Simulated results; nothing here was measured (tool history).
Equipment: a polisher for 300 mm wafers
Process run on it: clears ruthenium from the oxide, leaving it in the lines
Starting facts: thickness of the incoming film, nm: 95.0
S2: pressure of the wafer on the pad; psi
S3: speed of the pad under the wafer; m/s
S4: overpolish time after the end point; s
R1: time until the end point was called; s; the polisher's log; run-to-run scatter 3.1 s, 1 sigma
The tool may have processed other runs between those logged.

run 1 day=0.000 | flow_of_slurry_(ml/min)=180 S2=1.3 S3=1.18 S4=38 | R1=98.316
run 2 day=0.375 | flow_of_slurry_(ml/min)=180 S2=1.1 S3=1.16 S4=38 | R1=111.070
run 3 day=0.746 | flow_of_slurry_(ml/min)=180 S2=1.1 S3=0.88 S4=38 | R1=139.350
run 4 day=0.829 | flow_of_slurry_(ml/min)=200 S2=1.1 S3=0.88 S4=38 | R1=140.290
run 5 day=1.200 | flow_of_slurry_(ml/min)=200 S2=1.2 S3=0.88 S4=38 | R1=134.270
run 6 day=1.338 | flow_of_slurry_(ml/min)=200 S2=1.1 S3=0.86 S4=38 | R1=139.850
run 7 day=1.500 | flow_of_slurry_(ml/min)=200 S2=1.0 S3=0.84 S4=38 | R1=152.730
run 8 day=1.704 | flow_of_slurry_(ml/min)=200 S2=0.9 S3=0.84 S4=38 | R1=157.280

Run 9 is up next; what results do you expect?
run 9 day=2.054 | flow_of_slurry_(ml/min)=200 S2=0.9 S3=0.84 S4=38 | R1=?

Run 9 produced R1 158.470 s.
